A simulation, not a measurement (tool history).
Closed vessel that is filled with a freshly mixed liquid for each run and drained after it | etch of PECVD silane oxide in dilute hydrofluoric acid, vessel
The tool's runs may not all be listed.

run,hour,temperature setpoint of the liquid (K),parts of water to one part of 49 % hydrofluoric acid (parts by volume),time in the liquid (s),thickness taken off the PECVD silane oxide on a monitor wafer (nm)
1,0.0,296.15,290,220,15.718
2,4.0,297.65,290,220,16.508
3,5.0,297.65,290,220,16.744
4,11.9,297.65,215,220,24.187
5,17.0,297.65,310,220,15.031
6,23.8,297.65,310,220,15.225

Run 7 comes next. What will it give?
7,30.9,298.65,290,220,?

{"run 7": {"thickness taken off the PECVD silane oxide on a monitor wafer (nm)": 17.105}}

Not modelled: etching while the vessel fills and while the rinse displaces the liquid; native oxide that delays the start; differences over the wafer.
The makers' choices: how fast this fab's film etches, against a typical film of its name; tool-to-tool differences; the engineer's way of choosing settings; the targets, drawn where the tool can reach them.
